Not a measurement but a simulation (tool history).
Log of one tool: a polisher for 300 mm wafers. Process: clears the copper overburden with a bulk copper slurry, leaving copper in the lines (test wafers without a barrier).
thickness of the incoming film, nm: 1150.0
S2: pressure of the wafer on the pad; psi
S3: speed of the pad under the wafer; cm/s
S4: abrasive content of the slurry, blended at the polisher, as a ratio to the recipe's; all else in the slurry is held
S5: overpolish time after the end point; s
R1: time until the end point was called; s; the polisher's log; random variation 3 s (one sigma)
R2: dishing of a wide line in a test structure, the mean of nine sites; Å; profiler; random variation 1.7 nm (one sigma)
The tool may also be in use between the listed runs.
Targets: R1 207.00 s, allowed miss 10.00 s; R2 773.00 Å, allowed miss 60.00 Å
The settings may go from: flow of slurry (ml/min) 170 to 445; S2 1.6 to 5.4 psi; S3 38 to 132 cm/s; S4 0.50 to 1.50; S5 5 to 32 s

run 1 hour=0.0 | flow_of_slurry_(ml/min)=285 S2=3.5 S3=84 S4=1.00 S5=16 | R1=118.77 R2=794.95
run 2 hour=1.5 | flow_of_slurry_(ml/min)=285 S2=3.5 S3=70 S4=1.00 S5=16 | R1=133.66 R2=717.30
run 3 hour=7.9 | flow_of_slurry_(ml/min)=285 S2=3.5 S3=70 S4=1.00 S5=22 | R1=134.25 R2=924.05
run 4 hour=13.6 | flow_of_slurry_(ml/min)=285 S2=3.5 S3=70 S4=1.20 S5=22 | R1=131.13 R2=983.12
run 5 hour=15.0 | flow_of_slurry_(ml/min)=285 S2=3.1 S3=70 S4=1.20 S5=23 | R1=148.56 R2=862.32
run 6 hour=24.0 | flow_of_slurry_(ml/min)=285 S2=3.1 S3=82 S4=1.20 S5=23 | R1=131.02 R2=966.27
run 7 hour=31.6 | flow_of_slurry_(ml/min)=285 S2=2.7 S3=80 S4=1.20 S5=25 | R1=150.72 R2=928.30
run 8 hour=32.5 | flow_of_slurry_(ml/min)=285 S2=2.4 S3=80 S4=1.20 S5=26 | R1=171.31 R2=831.99
run 9 hour=40.6 | flow_of_slurry_(ml/min)=285 S2=2.3 S3=80 S4=1.20 S5=27 | R1=178.25 R2=846.48

Which of these 4 next moves meets every target?
run A hour=48.7 | flow_of_slurry_(ml/min)=300 S2=2.0 S3=74 S4=1.35 S5=29 | R1=? R2=?
run B hour=48.7 | flow_of_slurry_(ml/min)=295 S2=2.9 S3=92 S4=0.90 S5=23 | R1=? R2=?
run C hour=48.7 | flow_of_slurry_(ml/min)=180 S2=1.6 S3=92 S4=1.40 S5=24 | R1=? R2=?
run D hour=48.7 | flow_of_slurry_(ml/min)=275 S2=2.5 S3=74 S4=1.15 S5=27 | R1=? R2=?

move=A R1=207.18 R2=767.10
move=B R1=135.10 R2=924.20
move=C R1=231.72 R2=601.43
move=D R1=174.14 R2=849.69
A: meets every target
B: further off than the last run
C: takes the result that was furthest off past its target
D: further off than the last run
Move A is the one to make.
